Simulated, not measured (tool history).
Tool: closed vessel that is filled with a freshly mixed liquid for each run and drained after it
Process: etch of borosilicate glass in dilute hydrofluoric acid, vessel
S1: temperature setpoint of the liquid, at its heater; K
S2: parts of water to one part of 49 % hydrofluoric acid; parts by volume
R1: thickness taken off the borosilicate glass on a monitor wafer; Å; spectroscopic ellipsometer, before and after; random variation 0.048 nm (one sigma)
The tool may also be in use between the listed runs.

Run 1, hour 0.0: S1 293.15 K, S2 80 parts by volume, time in the liquid (s) 85. Result: R1 208.16 Å.
Run 2, hour 9.0: S1 290.15 K, S2 80 parts by volume, time in the liquid (s) 85. Result: R1 183.24 Å.
Run 3, hour 16.5: S1 290.15 K, S2 85 parts by volume, time in the liquid (s) 85. Result: R1 172.29 Å.
Run 4, hour 24.8: S1 290.15 K, S2 90 parts by volume, time in the liquid (s) 85. Result: R1 161.21 Å.
Run 5, hour 29.3: S1 290.15 K, S2 90 parts by volume, time in the liquid (s) 85. Result: R1 162.43 Å.
Run 6, hour 37.8: S1 290.15 K, S2 95 parts by volume, time in the liquid (s) 85. Result: R1 153.24 Å.
Run 7, hour 44.6: S1 290.15 K, S2 100 parts by volume, time in the liquid (s) 85. Result: R1 144.07 Å.
Run 8, hour 49.3: S1 290.15 K, S2 105 parts by volume, time in the liquid (s) 85. Result: R1 136.77 Å.

Run 9 comes next. What will it give?
Run 9, hour 57.7: S1 290.15 K, S2 115 parts by volume, time in the liquid (s) 85. Result: R1 ?.

R1: 123.11 Å
